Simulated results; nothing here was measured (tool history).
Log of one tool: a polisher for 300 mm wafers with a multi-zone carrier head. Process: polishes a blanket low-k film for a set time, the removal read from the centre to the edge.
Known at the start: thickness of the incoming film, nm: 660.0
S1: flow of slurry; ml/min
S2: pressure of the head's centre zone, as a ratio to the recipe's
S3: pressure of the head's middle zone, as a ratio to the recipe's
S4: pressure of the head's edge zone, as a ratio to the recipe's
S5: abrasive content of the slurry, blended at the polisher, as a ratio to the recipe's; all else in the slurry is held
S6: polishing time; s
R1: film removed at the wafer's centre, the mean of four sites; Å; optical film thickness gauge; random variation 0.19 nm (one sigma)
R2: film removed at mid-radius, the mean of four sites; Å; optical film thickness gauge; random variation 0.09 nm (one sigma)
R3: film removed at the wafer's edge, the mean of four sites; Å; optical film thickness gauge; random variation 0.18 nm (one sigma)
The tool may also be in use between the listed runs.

run	hour	S1	S2	S3	S4	S5	S6	R1	R2	R3
1	0	310	1	1	1	1	39	223.02	203.05	203.67
2	7.1	310	1	1.04	1	1	39	221.83	211.82	205.37
3	15.3	355	1	1.04	1	1	39	220.08	213.71	202.19
4	18.2	360	0.95	1	1.01	0.85	39	197.26	191.21	187.3
5	22.8	360	0.95	1	1.01	0.85	29	143.58	141.61	138.53
6	25.5	360	0.95	1	1.01	0.85	34	176.6	166.88	165.45
# hour 34.4: centre zone pressure recalibrated
7	34.4	340	0.91	0.99	1.05	0.8	34	141.49	158.51	161.4

The next listed run, before its measurement:
8	40.8	335	0.92	0.97	1.06	0.8	34	?	?	?

{"run 8": {"R1": 144.81, "R2": 156.08, "R3": 158.9}}
